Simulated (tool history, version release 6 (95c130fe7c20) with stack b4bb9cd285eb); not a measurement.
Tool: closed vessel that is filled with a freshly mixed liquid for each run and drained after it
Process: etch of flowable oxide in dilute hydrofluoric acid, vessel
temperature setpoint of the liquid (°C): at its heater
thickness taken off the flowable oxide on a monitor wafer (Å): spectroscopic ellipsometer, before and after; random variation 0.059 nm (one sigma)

run,hour,temperature setpoint of the liquid (°C),parts of water to one part of 49 % hydrofluoric acid (parts by volume),time in the liquid (s),thickness taken off the flowable oxide on a monitor wafer (Å)
1,0.0,26.0,95,30,133.40
2,5.6,26.0,110,30,112.81
3,6.9,27.5,105,30,125.77
4,11.0,27.5,130,30,98.47
5,17.7,27.5,115,30,113.60
6,23.4,28.5,110,30,123.68
7,26.7,29.5,105,30,136.36
8,35.3,30.0,100,30,146.16
9,44.1,30.5,100,30,148.78

Run 10 comes next. What will it give?
10,50.5,31.0,100,30,?

thickness taken off the flowable oxide on a monitor wafer (Å): 150.59
